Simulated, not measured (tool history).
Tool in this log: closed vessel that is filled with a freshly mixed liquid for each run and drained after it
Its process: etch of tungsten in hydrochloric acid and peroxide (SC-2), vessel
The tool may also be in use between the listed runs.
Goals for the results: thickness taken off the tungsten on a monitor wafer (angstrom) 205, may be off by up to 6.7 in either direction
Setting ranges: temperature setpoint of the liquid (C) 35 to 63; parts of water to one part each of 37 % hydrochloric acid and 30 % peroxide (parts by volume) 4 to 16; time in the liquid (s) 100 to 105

run    day  temperature setpoint of the liquid (C)  parts of water to one part each of 37 % hydrochloric acid and 30 % peroxide (parts by volume)  time in the liquid (s)  thickness taken off the tungsten on a monitor wafer (angstrom)
  1      0                                      47                                                                                              9                     100                                                           318.8
  2  0.146                                      54                                                                                              9                     100                                                          518.55
  3  0.508                                      51                                                                                              9                     100                                                          420.25
  4  0.608                                    48.5                                                                                              9                     100                                                          349.98
  5  0.704                                    48.5                                                                                              9                     105                                                           366.6
  6  0.746                                    48.5                                                                                             12                     105                                                          294.72
     1.038  -- chemicals flow meter replaced
  7  1.038                                    47.5                                                                                             12                     105                                                          295.75
  8  1.146                                      46                                                                                             12                     105                                                          260.57
  9  1.362                                      45                                                                                             12                     105                                                          249.38
 10  1.562                                    44.5                                                                                             12                     105                                                          240.43
 11  1.892                                    41.5                                                                                             12                     105                                                          192.27

Next run, 5 choices. One meets every target within its allowed miss, the rest don't. Which?
  A  2.221                                      45                                                                                             14                     100                                                               ?
  B  2.221                                      42                                                                                           12.5                     105                                                               ?
  C  2.221                                      39                                                                                            9.5                     100                                                               ?
  D  2.221                                      40                                                                                             10                     100                                                               ?
  E  2.221                                    43.5                                                                                             11                     100                                                               ?

move  thickness taken off the tungsten on a monitor wafer (angstrom)
   A                                                          203.46
   B                                                           191.4
   C                                                          185.87
   D                                                          191.28
   E                                                          225.75
A: hits every target within its allowed miss
B: the biggest miss grows against the last run
C: the biggest miss grows against the last run
D: the biggest miss grows against the last run
E: pushes the last run's worst result past its target
Answer: A
